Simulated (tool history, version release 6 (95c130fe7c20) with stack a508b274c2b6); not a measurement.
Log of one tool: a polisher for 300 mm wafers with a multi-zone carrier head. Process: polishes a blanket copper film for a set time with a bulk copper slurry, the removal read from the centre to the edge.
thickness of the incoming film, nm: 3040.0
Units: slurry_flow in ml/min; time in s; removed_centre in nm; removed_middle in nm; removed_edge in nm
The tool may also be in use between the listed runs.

run  hour  slurry_flow  centre_zone  middle_zone  edge_zone  slurry_solids  time  removed_centre  removed_middle  removed_edge
  1     0          210            1            1          1              1    80          1234.7          1224.7        1226.3
  2   4.1          210         0.99            1       0.96            0.9    78          1146.4            1152        1129.2
  3   7.7          210         0.99            1       0.96            0.7    78          1045.1            1052        1054.4
  4   9.9          205         0.99         1.01       0.93           0.65    78          1001.3            1029        1002.1
  5  18.7          230         0.99         1.01       0.93           0.65    78          1019.5          1056.2        997.47
  6  26.2          230         0.99         1.01       0.93           0.65    94          1220.9          1256.3        1206.7
  7  34.2          245         0.98            1       0.91            0.6    91          1168.3          1184.4        1156.5
  8  42.9          240         0.98         1.01       0.89            0.6    88          1113.2          1159.8        1089.9
  9  51.7          240         0.98         1.01       0.87            0.6    86          1075.1          1126.7        1045.4
 10    58          235         0.98         1.01       0.86            0.6    85          1073.3          1103.9        1048.5
 11  65.3          285         0.96         1.05       0.81            0.5    71          827.34          912.59        792.36

Run 12 comes next. What will it give?
 12  72.3          280         0.97         1.06       0.84            0.5    71               ?               ?             ?

Run 12 gave removed_centre 819.7 nm, removed_middle 894.4 nm, removed_edge 806.79 nm.
